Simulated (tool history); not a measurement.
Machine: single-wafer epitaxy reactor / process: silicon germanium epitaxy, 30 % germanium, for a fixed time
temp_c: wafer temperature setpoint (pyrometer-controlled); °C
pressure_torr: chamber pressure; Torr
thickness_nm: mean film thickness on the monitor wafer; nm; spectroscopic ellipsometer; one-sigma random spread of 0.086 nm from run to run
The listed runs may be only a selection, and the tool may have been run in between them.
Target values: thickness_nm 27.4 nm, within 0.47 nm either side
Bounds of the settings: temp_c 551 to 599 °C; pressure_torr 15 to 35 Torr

Run 1, day 0: temp_c 575 °C, pressure_torr 25 Torr. Result: thickness_nm 39.486 nm.
Run 2, day 0.112: temp_c 573 °C, pressure_torr 25 Torr. Result: thickness_nm 37.949 nm.
Run 3, day 0.258: temp_c 573 °C, pressure_torr 21.9 Torr. Result: thickness_nm 35.384 nm.
Run 4, day 0.325: temp_c 573 °C, pressure_torr 25.1 Torr. Result: thickness_nm 37.874 nm.
Run 5, day 0.438: temp_c 577 °C, pressure_torr 25.1 Torr. Result: thickness_nm 41.279 nm.
Run 6, day 0.775: temp_c 575 °C, pressure_torr 25.1 Torr. Result: thickness_nm 39.606 nm.
Run 7, day 0.821: temp_c 573 °C, pressure_torr 25.1 Torr. Result: thickness_nm 37.838 nm.
Run 8, day 1.188: temp_c 571 °C, pressure_torr 25.1 Torr. Result: thickness_nm 36.157 nm.

Which one of the following 4 next-run settings gets every result inside its allowed miss? There is exactly one.
Run A, day 1.554: temp_c 560 °C, pressure_torr 21.7 Torr. Result: thickness_nm ?.
Run B, day 1.554: temp_c 556 °C, pressure_torr 25 Torr. Result: thickness_nm ?.
Run C, day 1.554: temp_c 558 °C, pressure_torr 25.8 Torr. Result: thickness_nm ?.
Run D, day 1.554: temp_c 558 °C, pressure_torr 24.5 Torr. Result: thickness_nm ?.

move  thickness_nm
   A        26.267
   B         25.75
   C        27.401
   D        26.699
A: moves the result that the last run missed by most past its target, out the other side
B: moves the result that the last run missed by most past its target, out the other side
C: meets every target
D: moves the result that the last run missed by most past its target, out the other side
C is the move that brings every result within its allowed miss.
